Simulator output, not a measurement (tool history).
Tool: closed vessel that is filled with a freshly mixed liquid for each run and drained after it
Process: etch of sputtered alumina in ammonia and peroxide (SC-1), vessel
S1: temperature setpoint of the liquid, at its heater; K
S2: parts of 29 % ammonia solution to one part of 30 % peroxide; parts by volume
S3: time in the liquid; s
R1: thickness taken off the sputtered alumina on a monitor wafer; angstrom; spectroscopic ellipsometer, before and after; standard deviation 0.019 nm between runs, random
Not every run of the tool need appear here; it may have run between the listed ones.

run,hour,S1,S2,S3,R1
1,0.0,325.15,0.5,55,41.794
2,1.3,318.15,0.5,55,28.130
3,2.8,318.15,0.5,55,28.156
4,8.8,319.65,0.5,55,30.767
5,13.5,315.65,0.5,55,24.398
6,20.7,317.65,0.5,55,27.380
7,25.8,317.65,0.5,55,27.591
8,34.8,319.15,0.5,55,29.526
9,43.4,320.15,0.5,55,31.404
10,46.4,320.65,0.5,55,32.380

Forecast run 11:
11,51.1,321.15,0.5,55,?

{"run 11": {"R1": 33.542}}
